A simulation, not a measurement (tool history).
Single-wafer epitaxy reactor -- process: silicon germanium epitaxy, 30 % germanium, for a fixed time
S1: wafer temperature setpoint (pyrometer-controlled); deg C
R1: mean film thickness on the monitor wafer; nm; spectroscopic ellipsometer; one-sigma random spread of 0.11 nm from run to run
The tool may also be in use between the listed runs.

run 1 hour=0.0 | S1=595 chamber_pressure_(mTorr)=16300 | R1=53.946
run 2 hour=2.4 | S1=595 chamber_pressure_(mTorr)=13900 | R1=49.879
run 3 hour=5.3 | S1=593 chamber_pressure_(mTorr)=13900 | R1=47.964
run 4 hour=7.5 | S1=592 chamber_pressure_(mTorr)=13900 | R1=46.979
run 5 hour=13.1 | S1=591 chamber_pressure_(mTorr)=13900 | R1=45.849
run 6 hour=17.5 | S1=591 chamber_pressure_(mTorr)=16200 | R1=49.372

Run 7 is up next; what results do you expect?
run 7 hour=25.6 | S1=590 chamber_pressure_(mTorr)=16200 | R1=?

R1: 48.322 nm

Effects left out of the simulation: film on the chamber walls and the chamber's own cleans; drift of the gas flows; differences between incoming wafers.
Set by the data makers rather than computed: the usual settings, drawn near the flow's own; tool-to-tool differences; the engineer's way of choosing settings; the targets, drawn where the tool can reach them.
